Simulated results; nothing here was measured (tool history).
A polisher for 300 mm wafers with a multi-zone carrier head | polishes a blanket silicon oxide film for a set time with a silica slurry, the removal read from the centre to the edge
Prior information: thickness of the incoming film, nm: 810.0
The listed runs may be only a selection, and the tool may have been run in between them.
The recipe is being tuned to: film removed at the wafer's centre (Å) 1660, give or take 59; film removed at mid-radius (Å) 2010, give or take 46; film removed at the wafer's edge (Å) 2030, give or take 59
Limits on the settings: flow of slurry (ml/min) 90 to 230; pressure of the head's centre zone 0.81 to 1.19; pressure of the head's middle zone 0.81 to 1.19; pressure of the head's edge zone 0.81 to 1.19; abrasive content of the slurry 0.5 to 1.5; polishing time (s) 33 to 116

| run | hour | flow of slurry (ml/min) | pressure of the head's centre zone | pressure of the head's middle zone | pressure of the head's edge zone | abrasive content of the slurry | polishing time (s) | film removed at the wafer's centre (Å) | film removed at mid-radius (Å) | film removed at the wafer's edge (Å) |
|---|---|---|---|---|---|---|---|---|---|---|
| 1 | 0 | 150 | 1 | 1 | 1 | 1 | 74 | 2094.5 | 2083.2 | 1986.7 |
| 2 | 2.8 | 135 | 0.95 | 1 | 1.03 | 1 | 74 | 1900.7 | 2040.2 | 2037.8 |
| 3 | 5.5 | 135 | 0.95 | 1 | 1.08 | 1 | 74 | 1915 | 2042.9 | 2055.2 |
| 4 | 11 | 125 | 0.93 | 1.01 | 1.08 | 1 | 74 | 1832.4 | 2026.1 | 2044.5 |
| 5 | 12.4 | 150 | 0.93 | 1.01 | 1.08 | 1 | 74 | 1871.8 | 2086 | 2076.8 |
| 6 | 14.7 | 140 | 0.91 | 1.01 | 1.07 | 1 | 74 | 1863.7 | 2052.1 | 2051.5 |
| 7 | 21.6 | 130 | 0.89 | 1.02 | 1.08 | 1 | 74 | 1748.9 | 2036.1 | 2023.8 |
| 8 | 25.7 | 125 | 0.88 | 1.02 | 1.09 | 1 | 74 | 1736.3 | 2025.3 | 2026.3 |

Next run, 4 choices. One meets every target within its allowed miss, the rest don't. Which?
| A | 29.8 | 90 | 1.01 | 1.1 | 1.06 | 1.3 | 70 | ? | ? | ? |
| B | 29.8 | 90 | 0.9 | 0.98 | 1 | 1 | 84 | ? | ? | ? |
| C | 29.8 | 115 | 0.86 | 1.04 | 1.13 | 0.95 | 76 | ? | ? | ? |
| D | 29.8 | 150 | 0.88 | 0.96 | 0.98 | 0.75 | 85 | ? | ? | ? |

| move | film removed at the wafer's centre (Å) | film removed at mid-radius (Å) | film removed at the wafer's edge (Å) |
|---|---|---|---|
| A | 1853.8 | 2042.5 | 1947 |
| B | 1784.9 | 2005.7 | 2054.8 |
| C | 1660.3 | 2027.3 | 2034.9 |
| D | 1841.9 | 2037.3 | 2009.4 |
A: misses by more than the last run did
B: misses by more than the last run did
C: every result lands within tolerance
D: misses by more than the last run did
The right move is C.

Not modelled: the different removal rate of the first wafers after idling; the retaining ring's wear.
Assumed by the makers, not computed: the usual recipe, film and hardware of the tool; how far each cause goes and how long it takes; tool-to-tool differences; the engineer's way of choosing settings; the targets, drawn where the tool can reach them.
